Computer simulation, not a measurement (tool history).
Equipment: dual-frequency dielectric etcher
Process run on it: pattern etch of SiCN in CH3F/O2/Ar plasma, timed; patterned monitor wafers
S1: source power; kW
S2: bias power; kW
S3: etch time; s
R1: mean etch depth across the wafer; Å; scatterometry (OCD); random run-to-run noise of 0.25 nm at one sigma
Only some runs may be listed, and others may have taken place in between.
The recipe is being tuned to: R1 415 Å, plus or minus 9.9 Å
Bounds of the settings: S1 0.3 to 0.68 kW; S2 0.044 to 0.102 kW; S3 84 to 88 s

run	hour	S1	S2	S3	R1
1	0	0.49	0.073	84	348.94
2	6.9	0.51	0.074	84	357.07
3	10.3	0.47	0.074	84	346.59
4	15.2	0.47	0.081	84	358.18
5	20.4	0.49	0.082	84	368.09
6	21.1	0.51	0.083	84	370.14
7	27.6	0.52	0.084	84	377.87
8	30.5	0.53	0.085	84	380.63

Below are 4 possible settings for the next run. Only one of them brings all results inside the allowed miss of their targets. Which is it?
A	33.4	0.52	0.088	86	?
B	33.4	0.59	0.095	84	?
C	33.4	0.5	0.085	86.5	?
D	33.4	0.52	0.086	86	?

move	R1
A	394.69
B	413.62
C	386.81
D	391.17
A: gains on the last run, yet a result remains outside its allowed miss
B: each result inside its tolerance
C: gains on the last run, yet a result remains outside its allowed miss
D: gains on the last run, yet a result remains outside its allowed miss
Move B is the one to make.
